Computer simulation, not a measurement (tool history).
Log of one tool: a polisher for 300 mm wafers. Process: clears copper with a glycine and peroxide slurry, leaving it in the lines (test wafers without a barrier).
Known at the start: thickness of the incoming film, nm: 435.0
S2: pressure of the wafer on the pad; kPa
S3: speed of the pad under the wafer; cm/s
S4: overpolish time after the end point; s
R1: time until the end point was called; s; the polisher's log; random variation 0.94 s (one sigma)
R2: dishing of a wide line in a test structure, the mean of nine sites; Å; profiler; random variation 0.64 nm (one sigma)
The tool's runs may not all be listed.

{"run": 1, "day": 0.0, "flow of slurry (ml/min)": 240, "S2": 14.5, "S3": 92, "S4": 16, "R1": 135.09, "R2": 377.35}
{"run": 2, "day": 0.208, "flow of slurry (ml/min)": 240, "S2": 15.2, "S3": 92, "S4": 16, "R1": 129.29, "R2": 387.79}
{"run": 3, "day": 0.292, "flow of slurry (ml/min)": 240, "S2": 15.9, "S3": 92, "S4": 16, "R1": 126.86, "R2": 398.44}
{"run": 4, "day": 0.354, "flow of slurry (ml/min)": 245, "S2": 16.5, "S3": 92, "S4": 16, "R1": 123.22, "R2": 402.86}
{"run": 5, "day": 0.675, "flow of slurry (ml/min)": 245, "S2": 17.2, "S3": 92, "S4": 16, "R1": 117.67, "R2": 422.33}
{"day": 0.971, "done": "head pressure recalibrated"}
{"run": 6, "day": 0.971, "flow of slurry (ml/min)": 245, "S2": 17.2, "S3": 76, "S4": 16, "R1": 127.75, "R2": 391.04}
{"run": 7, "day": 1.038, "flow of slurry (ml/min)": 245, "S2": 17.9, "S3": 76, "S4": 16, "R1": 124.29, "R2": 408.21}
{"run": 8, "day": 1.379, "flow of slurry (ml/min)": 245, "S2": 18.6, "S3": 76, "S4": 16, "R1": 120.09, "R2": 416.95}
{"run": 9, "day": 1.583, "flow of slurry (ml/min)": 245, "S2": 19.3, "S3": 76, "S4": 16, "R1": 116.41, "R2": 431.55}
{"run": 10, "day": 1.925, "flow of slurry (ml/min)": 245, "S2": 20, "S3": 76, "S4": 16, "R1": 113.97, "R2": 437.22}

The next listed run, before its measurement:
{"run": 11, "day": 1.958, "flow of slurry (ml/min)": 250, "S2": 20, "S3": 76, "S4": 16, "R1": "?", "R2": "?"}

Run 11 gave R1 114.55 s, R2 421.43 Å.

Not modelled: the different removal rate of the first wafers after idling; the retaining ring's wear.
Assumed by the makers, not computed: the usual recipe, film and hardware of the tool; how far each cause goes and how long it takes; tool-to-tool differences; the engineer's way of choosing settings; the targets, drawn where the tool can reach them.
